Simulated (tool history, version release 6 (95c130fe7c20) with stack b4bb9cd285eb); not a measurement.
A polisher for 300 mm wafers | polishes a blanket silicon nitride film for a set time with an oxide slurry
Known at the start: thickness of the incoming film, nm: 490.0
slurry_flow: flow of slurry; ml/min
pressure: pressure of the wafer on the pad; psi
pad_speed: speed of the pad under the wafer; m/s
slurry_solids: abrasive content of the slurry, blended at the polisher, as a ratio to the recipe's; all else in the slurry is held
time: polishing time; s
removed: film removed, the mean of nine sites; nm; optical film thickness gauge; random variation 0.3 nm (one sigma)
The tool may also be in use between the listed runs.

| run | hour | slurry_flow | pressure | pad_speed | slurry_solids | time | removed |
|---|---|---|---|---|---|---|---|
| 1 | 0.0 | 260 | 3.4 | 1.20 | 1.00 | 68 | 41.383 |
| 2 | 0.6 | 260 | 3.4 | 1.20 | 0.85 | 68 | 37.887 |
| 3 | 2.6 | 260 | 3.4 | 1.06 | 0.85 | 68 | 34.889 |
| 4 | 3.7 | 230 | 3.4 | 1.06 | 0.85 | 68 | 34.701 |
| 5 | 4.7 | 230 | 3.2 | 1.06 | 0.85 | 68 | 31.974 |
| 6 | 7.1 | 230 | 3.0 | 1.06 | 0.85 | 68 | 30.152 |
| 7 | 13.6 | 230 | 2.9 | 1.06 | 0.85 | 68 | 29.428 |
| 8 | 14.3 | 230 | 2.8 | 1.06 | 0.85 | 68 | 28.120 |
| 9 | 19.9 | 230 | 2.7 | 1.06 | 0.85 | 68 | 27.484 |

Run 10 comes next. What will it give?
| 10 | 27.2 | 230 | 2.6 | 1.06 | 0.85 | 68 | ? |

{"run 10": {"removed": 26.599}}
